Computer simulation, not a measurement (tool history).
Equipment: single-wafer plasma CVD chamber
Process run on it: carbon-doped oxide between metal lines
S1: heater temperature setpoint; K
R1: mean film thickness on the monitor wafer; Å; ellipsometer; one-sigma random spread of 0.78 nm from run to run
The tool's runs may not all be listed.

{"run": 1, "hour": 0.0, "S1": 618.15, "chamber pressure (Pa)": 907, "RF power (kW)": 0.58, "deposition time (s)": 30, "R1": 1787.6}
{"run": 2, "hour": 3.2, "S1": 618.15, "chamber pressure (Pa)": 1011, "RF power (kW)": 0.58, "deposition time (s)": 30, "R1": 1813.1}
{"run": 3, "hour": 11.7, "S1": 618.15, "chamber pressure (Pa)": 1011, "RF power (kW)": 0.58, "deposition time (s)": 30.9, "R1": 1856.3}
{"run": 4, "hour": 19.2, "S1": 621.15, "chamber pressure (Pa)": 993, "RF power (kW)": 0.52, "deposition time (s)": 30.7, "R1": 1657.1}
{"run": 5, "hour": 25.5, "S1": 621.15, "chamber pressure (Pa)": 993, "RF power (kW)": 0.565, "deposition time (s)": 30.7, "R1": 1796}
{"run": 6, "hour": 33.4, "S1": 622.15, "chamber pressure (Pa)": 977, "RF power (kW)": 0.525, "deposition time (s)": 30.6, "R1": 1651.9}
{"run": 7, "hour": 40.3, "S1": 626.15, "chamber pressure (Pa)": 949, "RF power (kW)": 0.515, "deposition time (s)": 30.6, "R1": 1603.2}

Estimate the outcome of run 8 from the log above:
{"hour": 41.2, "done": "capacitance manometer re-zeroed and calibrated"}
{"run": 8, "hour": 41.2, "S1": 629.15, "chamber pressure (Pa)": 931, "RF power (kW)": 0.505, "deposition time (s)": 30.6, "R1": "?"}

Run 8 produced R1 1540.9 Å.
